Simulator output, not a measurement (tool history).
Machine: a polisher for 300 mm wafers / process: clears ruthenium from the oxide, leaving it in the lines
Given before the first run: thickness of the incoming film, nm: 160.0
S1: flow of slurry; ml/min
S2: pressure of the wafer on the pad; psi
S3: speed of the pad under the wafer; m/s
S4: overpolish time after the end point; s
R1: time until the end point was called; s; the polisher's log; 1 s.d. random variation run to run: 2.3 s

run,hour,S1,S2,S3,S4,R1
1,0,195,2.7,1.04,39,125.73
2,7.6,190,2.4,1,39,151.78
3,16,190,2.4,0.8,39,183.56
4,17.6,190,2.6,0.8,39,170.6
5,25.2,190,2.3,0.8,39,195.07
6,31.8,190,2.3,0.94,39,168.17
7,38.6,185,2.1,0.94,39,181.31
8,44.9,185,1.9,0.94,39,199.33

Estimate the outcome of run 9 from the log above:
9,51.6,185,1.8,0.94,39,?

{"run 9": {"R1": 208.4}}

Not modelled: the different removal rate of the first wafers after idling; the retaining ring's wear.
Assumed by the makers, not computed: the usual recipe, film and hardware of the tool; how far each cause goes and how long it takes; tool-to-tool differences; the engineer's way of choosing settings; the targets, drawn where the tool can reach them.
